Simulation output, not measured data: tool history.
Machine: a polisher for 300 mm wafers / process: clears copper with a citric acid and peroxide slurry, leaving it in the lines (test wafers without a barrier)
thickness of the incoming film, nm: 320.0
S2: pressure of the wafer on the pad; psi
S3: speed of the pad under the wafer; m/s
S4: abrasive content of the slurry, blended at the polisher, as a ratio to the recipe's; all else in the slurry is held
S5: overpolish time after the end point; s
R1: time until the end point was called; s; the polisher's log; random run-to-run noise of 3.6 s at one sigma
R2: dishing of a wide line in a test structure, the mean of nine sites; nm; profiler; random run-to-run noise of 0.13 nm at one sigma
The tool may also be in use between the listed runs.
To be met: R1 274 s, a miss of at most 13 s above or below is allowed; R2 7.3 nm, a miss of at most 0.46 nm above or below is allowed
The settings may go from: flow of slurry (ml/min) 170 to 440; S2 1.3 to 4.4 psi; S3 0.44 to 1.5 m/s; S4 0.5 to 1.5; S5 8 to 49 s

Run 1, day 0: flow of slurry (ml/min) 280, S2 2.8 psi, S3 0.96 m/s, S4 1, S5 25 s. Result: R1 161.32 s, R2 33.578 nm.
Run 2, day 0.254: flow of slurry (ml/min) 320, S2 2.8 psi, S3 0.96 m/s, S4 1, S5 25 s. Result: R1 165.27 s, R2 33.084 nm.
Run 3, day 0.433: flow of slurry (ml/min) 350, S2 2.8 psi, S3 0.96 m/s, S4 1, S5 25 s. Result: R1 162.3 s, R2 33.651 nm.
Run 4, day 0.525: flow of slurry (ml/min) 310, S2 2.4 psi, S3 0.92 m/s, S4 1, S5 21 s. Result: R1 191.77 s, R2 25.013 nm.
Run 5, day 0.804: flow of slurry (ml/min) 275, S2 2.1 psi, S3 0.88 m/s, S4 1.05, S5 18 s. Result: R1 218.52 s, R2 19.51 nm.
Run 6, day 1.038: flow of slurry (ml/min) 275, S2 2.1 psi, S3 0.8 m/s, S4 1.05, S5 18 s. Result: R1 227.97 s, R2 18.368 nm.
Run 7, day 1.1: flow of slurry (ml/min) 250, S2 2 psi, S3 0.72 m/s, S4 1.15, S5 16 s. Result: R1 255.19 s, R2 14.88 nm.
Run 8, day 1.321: flow of slurry (ml/min) 230, S2 2 psi, S3 0.66 m/s, S4 1.25, S5 14 s. Result: R1 262.95 s, R2 12.775 nm.
Run 9, day 1.367: flow of slurry (ml/min) 215, S2 2 psi, S3 0.6 m/s, S4 1.3, S5 13 s. Result: R1 285.6 s, R2 11.246 nm.
Run 10, day 1.471: flow of slurry (ml/min) 205, S2 2.1 psi, S3 0.56 m/s, S4 1.35, S5 12 s. Result: R1 282.81 s, R2 10.544 nm.
Run 11, day 1.85: flow of slurry (ml/min) 195, S2 2.2 psi, S3 0.54 m/s, S4 1.4, S5 11 s. Result: R1 279.53 s, R2 9.8297 nm.
Run 12, day 2.154: flow of slurry (ml/min) 195, S2 2.2 psi, S3 0.54 m/s, S4 1.4, S5 11 s. Result: R1 278.49 s, R2 9.8677 nm.
Run 13, day 2.362: flow of slurry (ml/min) 190, S2 2.2 psi, S3 0.52 m/s, S4 1.4, S5 10 s. Result: R1 280.83 s, R2 9.0392 nm.
At day 2.646: head pressure recalibrated.
Run 14, day 2.646: flow of slurry (ml/min) 185, S2 2.2 psi, S3 0.5 m/s, S4 1.4, S5 10 s. Result: R1 305.16 s, R2 8.438 nm.
Run 15, day 2.729: flow of slurry (ml/min) 180, S2 2.4 psi, S3 0.48 m/s, S4 1.4, S5 10 s. Result: R1 290.92 s, R2 8.8933 nm.

5 next moves are on the table. One of them brings every result within its allowed miss. Which?
Run A, day 2.812: flow of slurry (ml/min) 195, S2 2.1 psi, S3 0.5 m/s, S4 1.45, S5 10 s. Result: R1 ?, R2 ?.
Run B, day 2.812: flow of slurry (ml/min) 200, S2 2.7 psi, S3 0.58 m/s, S4 1.35, S5 8 s. Result: R1 ?, R2 ?.
Run C, day 2.812: flow of slurry (ml/min) 175, S2 1.7 psi, S3 0.74 m/s, S4 1.5, S5 8 s. Result: R1 ?, R2 ?.
Run D, day 2.812: flow of slurry (ml/min) 215, S2 2.4 psi, S3 0.5 m/s, S4 1.5, S5 8 s. Result: R1 ?, R2 ?.
Run E, day 2.812: flow of slurry (ml/min) 175, S2 2.5 psi, S3 0.64 m/s, S4 1.4, S5 8 s. Result: R1 ?, R2 ?.

move      R1      R2
   A  312.92   8.206
   B  238.28  8.6171
   C   299.6  6.8938
   D  276.34  7.4709
   E  242.82  8.4575
A: gains on the last run, yet a result remains outside its allowed miss
B: gains on the last run, yet a result remains outside its allowed miss
C: meets the target for the result that was furthest off, but another lies outside its allowed miss
D: every result within its allowed miss
E: gains on the last run, yet a result remains outside its allowed miss
D meets every target.
